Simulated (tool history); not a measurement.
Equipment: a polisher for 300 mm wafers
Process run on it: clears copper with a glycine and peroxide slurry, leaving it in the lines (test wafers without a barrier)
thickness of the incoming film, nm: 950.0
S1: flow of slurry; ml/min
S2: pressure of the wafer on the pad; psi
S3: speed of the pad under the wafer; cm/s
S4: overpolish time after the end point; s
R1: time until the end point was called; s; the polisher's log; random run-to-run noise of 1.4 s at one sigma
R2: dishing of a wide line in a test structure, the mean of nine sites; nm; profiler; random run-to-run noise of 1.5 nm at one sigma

run,hour,S1,S2,S3,S4,R1,R2
1,0,140,3.2,128,22,155.12,69.938
2,2,140,3.7,132,23,141.21,79.014
3,6.2,140,4,132,23,130.43,81.071
4,12.8,145,4.3,140,23,114.23,83.484
5,20.7,145,4.5,146,24,105.97,91.04
6,22.8,145,4.6,150,25,104.23,96.077

Forecast run 7:
7,28.9,150,4.7,154,25,?,?

Run 7 yielded R1 98.243 s, R2 93.266 nm.

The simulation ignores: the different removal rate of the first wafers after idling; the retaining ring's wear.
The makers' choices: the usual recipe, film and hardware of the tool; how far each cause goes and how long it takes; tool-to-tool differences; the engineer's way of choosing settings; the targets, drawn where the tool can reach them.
